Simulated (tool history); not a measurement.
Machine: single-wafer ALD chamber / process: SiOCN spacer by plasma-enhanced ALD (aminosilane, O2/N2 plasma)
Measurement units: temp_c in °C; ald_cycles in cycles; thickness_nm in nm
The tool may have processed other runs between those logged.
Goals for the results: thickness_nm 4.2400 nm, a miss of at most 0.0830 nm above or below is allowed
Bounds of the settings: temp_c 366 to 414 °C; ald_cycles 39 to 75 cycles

run  hour  temp_c  ald_cycles  thickness_nm
  1   0.0     390          57        3.5887
  2   8.1     381          57        3.5572
  3  16.7     381          59        3.6520
  4  21.4     381          61        3.8243
  5  28.3     381          56        3.5174
  6  36.5     381          53        3.3400
  7  40.6     381          56        3.5103
     41.3  -- thermocouple changed; heater temperature recalibrated
  8  41.3     381          58        3.6003
  9  46.0     381          60        3.7713
 10  46.7     381          61        3.8141

Exercise: of the 5 proposed moves below, exactly one satisfies all targets within the stated allowed misses. Which move is it?
  A  47.4     377          64             ?
  B  47.4     381          65             ?
  C  47.4     384          65             ?
  D  47.4     384          51             ?
  E  47.4     382          68             ?

move  thickness_nm
   A        4.0251
   B        4.0880
   C        4.0880
   D        3.2075
   E        4.2767
A: nearer than the last run, and not there yet
B: nearer than the last run, and not there yet
C: nearer than the last run, and not there yet
D: its largest miss is bigger than the last run's
E: every result within its allowed miss
Answer: E
